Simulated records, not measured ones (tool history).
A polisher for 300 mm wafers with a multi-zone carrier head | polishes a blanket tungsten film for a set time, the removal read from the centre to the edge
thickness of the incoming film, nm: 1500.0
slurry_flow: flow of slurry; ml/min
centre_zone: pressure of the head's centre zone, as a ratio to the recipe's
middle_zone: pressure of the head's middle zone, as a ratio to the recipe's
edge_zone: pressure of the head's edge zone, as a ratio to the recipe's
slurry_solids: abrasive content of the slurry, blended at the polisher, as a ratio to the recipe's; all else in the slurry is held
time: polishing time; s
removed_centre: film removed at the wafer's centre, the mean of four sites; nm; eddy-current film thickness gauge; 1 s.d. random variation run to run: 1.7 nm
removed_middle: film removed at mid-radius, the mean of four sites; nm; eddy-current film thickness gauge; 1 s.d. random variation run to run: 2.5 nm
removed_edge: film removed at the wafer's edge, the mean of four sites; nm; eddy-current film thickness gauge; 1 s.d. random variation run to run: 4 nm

| run | day | slurry_flow | centre_zone | middle_zone | edge_zone | slurry_solids | time | removed_centre | removed_middle | removed_edge |
|---|---|---|---|---|---|---|---|---|---|---|
| 1 | 0 | 290 | 1 | 1 | 1 | 1 | 34 | 181.42 | 185.29 | 181.04 |
| 2 | 0.112 | 290 | 1 | 1 | 1 | 1 | 27 | 143.5 | 144.5 | 145.13 |
| 3 | 0.479 | 290 | 0.99 | 1.02 | 1.05 | 1.15 | 31 | 165.99 | 173.2 | 175.69 |
| 4 | 0.825 | 290 | 0.99 | 1.02 | 1.05 | 1.05 | 31 | 164.98 | 172.2 | 173.98 |
| 5 | 1.079 | 290 | 0.99 | 1.02 | 1.05 | 1.05 | 23 | 122.43 | 126.36 | 130.56 |
| 6 | 1.171 | 295 | 1 | 1.05 | 1.08 | 1.15 | 28 | 153.36 | 160.43 | 159.62 |

Run 7 has not been measured yet. What should we expect?
| 7 | 1.533 | 285 | 0.99 | 1.06 | 1.1 | 1.25 | 32 | ? | ? | ? |

{"run 7": {"removed_centre": 173.44, "removed_middle": 182.67, "removed_edge": 183.82}}
